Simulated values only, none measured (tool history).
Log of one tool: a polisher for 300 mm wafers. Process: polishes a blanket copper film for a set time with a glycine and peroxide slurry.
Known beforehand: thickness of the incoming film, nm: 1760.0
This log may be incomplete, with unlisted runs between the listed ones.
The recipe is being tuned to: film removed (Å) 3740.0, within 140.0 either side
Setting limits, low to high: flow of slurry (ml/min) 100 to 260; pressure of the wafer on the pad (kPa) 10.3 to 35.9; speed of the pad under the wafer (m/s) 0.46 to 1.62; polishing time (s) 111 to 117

| run | hour | flow of slurry (ml/min) | pressure of the wafer on the pad (kPa) | speed of the pad under the wafer (m/s) | polishing time (s) | film removed (Å) |
|---|---|---|---|---|---|---|
| 1 | 0.0 | 165 | 22.8 | 1.04 | 111 | 6853.8 |
| 2 | 5.4 | 165 | 21.4 | 1.02 | 111 | 6436.6 |
| 3 | 10.4 | 165 | 24.8 | 1.02 | 111 | 7297.2 |
| 4 | 14.1 | 165 | 19.3 | 1.02 | 111 | 5816.4 |
| 5 | 18.6 | 165 | 17.9 | 1.02 | 111 | 5455.5 |
| 6 | 25.4 | 165 | 15.2 | 1.02 | 111 | 4883.0 |
| 7 | 30.0 | 165 | 14.5 | 1.02 | 111 | 4577.5 |
| 8 | 32.8 | 165 | 13.8 | 1.02 | 111 | 4492.8 |
| 9 | 41.2 | 165 | 13.1 | 1.02 | 111 | 4382.4 |
| 10 | 43.4 | 165 | 12.4 | 1.02 | 111 | 4203.8 |

Pick the move, out of 4, that brings all results within their allowed miss; only one does.
| A | 45.6 | 140 | 13.1 | 1.18 | 117 | ? |
| B | 45.6 | 150 | 11.0 | 1.00 | 111 | ? |
| C | 45.6 | 175 | 13.1 | 1.04 | 117 | ? |
| D | 45.6 | 160 | 16.5 | 1.00 | 111 | ? |

| move | film removed (Å) |
|---|---|
| A | 4949.2 |
| B | 3682.8 |
| C | 4674.0 |
| D | 5087.5 |
A: further off than the last run
B: all results in spec
C: further off than the last run
D: further off than the last run
So the answer is move B, the one that meets all the targets.
